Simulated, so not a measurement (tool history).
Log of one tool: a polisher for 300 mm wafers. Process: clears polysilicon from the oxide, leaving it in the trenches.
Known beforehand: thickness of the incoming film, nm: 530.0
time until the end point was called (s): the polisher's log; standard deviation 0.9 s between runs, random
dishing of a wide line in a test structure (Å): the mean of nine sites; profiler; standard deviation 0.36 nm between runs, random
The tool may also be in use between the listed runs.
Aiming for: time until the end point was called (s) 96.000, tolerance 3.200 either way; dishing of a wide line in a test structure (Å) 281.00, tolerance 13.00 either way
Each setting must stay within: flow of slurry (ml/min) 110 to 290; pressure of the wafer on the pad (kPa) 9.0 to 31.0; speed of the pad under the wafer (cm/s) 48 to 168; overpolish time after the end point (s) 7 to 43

run	hour	flow of slurry (ml/min)	pressure of the wafer on the pad (kPa)	speed of the pad under the wafer (cm/s)	overpolish time after the end point (s)	time until the end point was called (s)	dishing of a wide line in a test structure (Å)
1	0.0	185	20.0	108	22	34.773	378.98
2	1.0	180	17.2	96	18	44.795	377.44
3	4.4	175	15.2	86	15	57.489	362.03
4	10.1	175	15.2	60	15	78.454	340.84
5	13.3	175	18.6	60	15	64.508	351.46
6	20.2	175	22.8	60	15	53.908	372.28
7	22.2	205	19.3	58	22	64.513	375.65
8	25.9	180	16.5	60	18	72.159	361.76
9	26.6	160	14.5	62	15	82.350	337.28
10	27.7	145	13.8	64	13	84.331	323.07
11	32.7	135	13.1	64	11	88.457	288.61
12	34.3	130	13.1	64	12	88.697	303.69
13	34.8	125	13.1	64	11	91.401	288.92
14	43.7	120	13.1	64	11	90.175	288.10

Which one of the following 5 next-run settings gets every result inside its allowed miss? There is exactly one.
A	52.6	135	14.5	58	11	?	?
B	52.6	135	12.4	68	10	?	?
C	52.6	140	12.4	62	14	?	?
D	52.6	115	13.8	58	11	?	?
E	52.6	135	12.4	76	10	?	?

move	time until the end point was called (s)	dishing of a wide line in a test structure (Å)
A	88.952	289.38
B	89.191	276.41
C	96.556	309.22
D	95.343	280.24
E	80.515	289.94
A: further off than the last run
B: further off than the last run
C: the worst result of the last run now meets its target, but another is out of spec
D: each result inside its tolerance
E: further off than the last run
The move that meets every target is D.
